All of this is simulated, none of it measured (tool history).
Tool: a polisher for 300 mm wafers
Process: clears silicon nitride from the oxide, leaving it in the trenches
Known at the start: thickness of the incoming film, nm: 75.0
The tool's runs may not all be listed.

run    day  flow of slurry (ml/min)  pressure of the wafer on the pad (psi)  speed of the pad under the wafer (m/s)  overpolish time after the end point (s)  time until the end point was called (s)
  1      0                      285                                     2.3                                    1.04                                       30                                   124.85
  2  0.188                      235                                     2.3                                    1.04                                       30                                   126.77
  3  0.562                      275                                     2.3                                    1.04                                       30                                   124.87
  4   0.75                      275                                     2.4                                    1.04                                       30                                   120.39
  5  0.812                      275                                     2.5                                    1.04                                       30                                   114.05
  6   0.95                      275                                     2.5                                     0.9                                       30                                   133.17
  7  1.254                      275                                     2.6                                    0.92                                       30                                   123.89
  8  1.521                      275                                     2.7                                    0.94                                       30                                   119.26
  9  1.633                      275                                     2.8                                    0.96                                       30                                   110.95
 10  1.738                      275                                     2.9                                    0.98                                       30                                   105.48
 11  1.858                      275                                       3                                       1                                       30                                   100.62

The next listed run, before its measurement:
 12  1.946                      275                                     3.1                                    1.02                                       30                                        ?

{"run 12": {"time until the end point was called (s)": 94.463}}

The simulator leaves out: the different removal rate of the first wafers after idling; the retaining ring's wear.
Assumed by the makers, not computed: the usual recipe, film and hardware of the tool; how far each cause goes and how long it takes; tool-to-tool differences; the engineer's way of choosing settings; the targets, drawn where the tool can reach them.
